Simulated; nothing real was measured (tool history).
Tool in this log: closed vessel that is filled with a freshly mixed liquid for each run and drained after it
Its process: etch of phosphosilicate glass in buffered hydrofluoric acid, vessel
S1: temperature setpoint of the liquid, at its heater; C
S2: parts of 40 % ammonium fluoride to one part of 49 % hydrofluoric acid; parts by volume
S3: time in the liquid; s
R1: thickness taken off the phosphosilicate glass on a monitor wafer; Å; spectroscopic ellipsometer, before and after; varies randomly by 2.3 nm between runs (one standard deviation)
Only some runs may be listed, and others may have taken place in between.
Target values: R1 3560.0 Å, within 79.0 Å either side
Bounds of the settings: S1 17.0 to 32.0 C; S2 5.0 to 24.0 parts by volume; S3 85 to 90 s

run	hour	S1	S2	S3	R1
1	0.0	24.0	14.5	85	4815.8
2	6.4	25.5	14.5	85	5264.8
3	14.6	25.5	14.5	90	5582.5
4	18.6	23.0	14.5	90	4798.9
5	27.2	23.0	12.0	90	5836.4
6	27.8	19.5	12.0	90	4813.3
7	28.6	19.0	12.5	90	4489.1
8	34.8	18.5	13.0	90	4198.3
9	38.1	18.0	13.5	90	3953.7
10	43.5	17.5	13.5	90	3820.2

Of the 4 settings listed for the next run, only one would bring every result within its allowed miss of target. Which one?
A	48.9	18.0	15.0	90	?
B	48.9	17.5	13.0	85	?
C	48.9	17.5	14.5	85	?
D	48.9	17.0	12.0	85	?

move	R1
A	3528.0
B	3727.5
C	3348.4
D	3918.2
A: hits every target within its allowed miss
B: moves toward the targets from the last run without getting all of them in spec
C: takes the result that was furthest off past its target
D: its largest miss is bigger than the last run's
Go with A: it meets all targets.
